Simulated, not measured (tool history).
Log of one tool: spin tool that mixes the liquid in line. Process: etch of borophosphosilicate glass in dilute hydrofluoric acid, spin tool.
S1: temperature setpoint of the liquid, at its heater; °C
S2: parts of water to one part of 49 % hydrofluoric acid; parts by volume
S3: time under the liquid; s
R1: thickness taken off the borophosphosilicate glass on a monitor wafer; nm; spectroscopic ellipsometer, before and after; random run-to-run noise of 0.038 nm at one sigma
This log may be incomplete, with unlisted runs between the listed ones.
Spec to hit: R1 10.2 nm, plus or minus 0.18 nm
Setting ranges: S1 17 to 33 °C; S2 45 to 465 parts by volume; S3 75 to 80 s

{"run": 1, "hour": 0.0, "S1": 25, "S2": 255, "S3": 75, "R1": 11.918}
{"run": 2, "hour": 1.8, "S1": 25, "S2": 200, "S3": 75, "R1": 15.989}
{"run": 3, "hour": 7.9, "S1": 24, "S2": 205, "S3": 75, "R1": 14.927}
{"run": 4, "hour": 11.4, "S1": 24, "S2": 150, "S3": 75, "R1": 21.841}
{"hour": 13.7, "done": "thermometer replaced"}
{"run": 5, "hour": 13.7, "S1": 24, "S2": 105, "S3": 75, "R1": 35.678}
{"run": 6, "hour": 20.0, "S1": 24, "S2": 105, "S3": 75, "R1": 35.485}
{"run": 7, "hour": 23.3, "S1": 24, "S2": 105, "S3": 75, "R1": 35.725}
{"run": 8, "hour": 28.4, "S1": 23, "S2": 120, "S3": 75, "R1": 29.506}
{"run": 9, "hour": 35.6, "S1": 22.5, "S2": 130, "S3": 75, "R1": 26.264}
{"run": 10, "hour": 40.7, "S1": 22, "S2": 140, "S3": 75, "R1": 23.76}
{"run": 11, "hour": 45.6, "S1": 21.5, "S2": 150, "S3": 75, "R1": 21.43}
{"run": 12, "hour": 52.4, "S1": 21, "S2": 160, "S3": 75, "R1": 19.55}
{"run": 13, "hour": 53.4, "S1": 17, "S2": 265, "S3": 75, "R1": 9.166}

Next run, 4 choices. One meets every target within its allowed miss, the rest don't. Which?
{"run": "A", "hour": 54.4, "S1": 19.5, "S2": 265, "S3": 80, "R1": "?"}
{"run": "B", "hour": 54.4, "S1": 18, "S2": 275, "S3": 80, "R1": "?"}
{"run": "C", "hour": 54.4, "S1": 17, "S2": 305, "S3": 75, "R1": "?"}
{"run": "D", "hour": 54.4, "S1": 18, "S2": 250, "S3": 75, "R1": "?"}

move=A R1=10.698
move=B R1=9.6561
move=C R1=7.6608
move=D R1=10.18
A: takes the biggest miss from the last run beyond its target
B: gains on the last run, yet a result remains outside its allowed miss
C: further off than the last run
D: all results in spec
So the answer is move D, the one that meets all the targets.

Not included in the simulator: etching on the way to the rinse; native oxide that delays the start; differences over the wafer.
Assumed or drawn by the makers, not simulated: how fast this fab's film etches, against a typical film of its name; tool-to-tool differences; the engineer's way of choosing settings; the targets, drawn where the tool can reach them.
